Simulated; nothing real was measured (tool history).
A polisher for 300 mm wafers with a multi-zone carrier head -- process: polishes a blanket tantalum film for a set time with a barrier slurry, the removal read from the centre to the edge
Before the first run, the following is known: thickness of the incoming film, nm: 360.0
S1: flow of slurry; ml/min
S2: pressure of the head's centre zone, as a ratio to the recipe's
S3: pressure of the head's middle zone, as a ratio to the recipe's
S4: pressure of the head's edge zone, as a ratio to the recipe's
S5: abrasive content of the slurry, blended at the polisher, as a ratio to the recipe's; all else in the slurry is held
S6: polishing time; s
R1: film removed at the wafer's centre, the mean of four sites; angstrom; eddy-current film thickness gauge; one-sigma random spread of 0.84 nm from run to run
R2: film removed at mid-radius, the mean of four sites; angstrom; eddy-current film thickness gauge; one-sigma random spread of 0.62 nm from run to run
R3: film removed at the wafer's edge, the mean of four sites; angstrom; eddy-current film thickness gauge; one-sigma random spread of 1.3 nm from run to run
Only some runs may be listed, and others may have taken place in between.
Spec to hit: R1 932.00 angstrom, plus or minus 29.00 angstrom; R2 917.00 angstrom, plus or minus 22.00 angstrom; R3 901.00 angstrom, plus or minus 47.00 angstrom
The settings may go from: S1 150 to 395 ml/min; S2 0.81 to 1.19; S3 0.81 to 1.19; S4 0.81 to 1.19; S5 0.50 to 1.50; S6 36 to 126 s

run,hour,S1,S2,S3,S4,S5,S6,R1,R2,R3
1,0.0,250,1.00,1.00,1.00,1.00,81,1053.80,1048.20,1061.80
2,5.1,250,1.00,1.00,1.00,0.80,81,1015.20,1003.30,1008.60
3,12.3,250,1.00,1.00,0.93,0.80,81,1008.50,1007.20,952.25
4,12.9,250,0.91,1.00,0.93,0.80,81,918.51,998.14,984.13
5,15.4,310,0.91,1.00,0.93,0.80,81,946.89,1019.00,977.69
6,20.1,305,0.91,0.99,0.92,0.80,81,922.58,1010.00,974.25
7,26.0,305,0.92,0.97,0.91,0.80,81,941.97,991.27,960.67
8,29.2,300,0.92,0.96,0.90,0.80,81,944.55,966.42,973.52

Next run, 4 choices. One meets every target within its allowed miss, the rest don't. Which?
A,32.4,295,0.85,0.88,0.84,0.80,88,?,?,?
B,32.4,285,0.86,0.93,0.93,0.55,94,?,?,?
C,32.4,280,0.95,0.94,0.82,0.70,81,?,?,?
D,32.4,305,0.84,0.90,0.95,0.80,87,?,?,?

move,R1,R2,R3
A,943.95,981.82,1024.70
B,916.26,985.93,1029.70
C,932.75,915.79,896.05
D,925.56,991.98,1074.00
A: its largest miss is bigger than the last run's
B: its largest miss is bigger than the last run's
C: in spec on every target
D: its largest miss is bigger than the last run's
So the answer is move C, the one that meets all the targets.
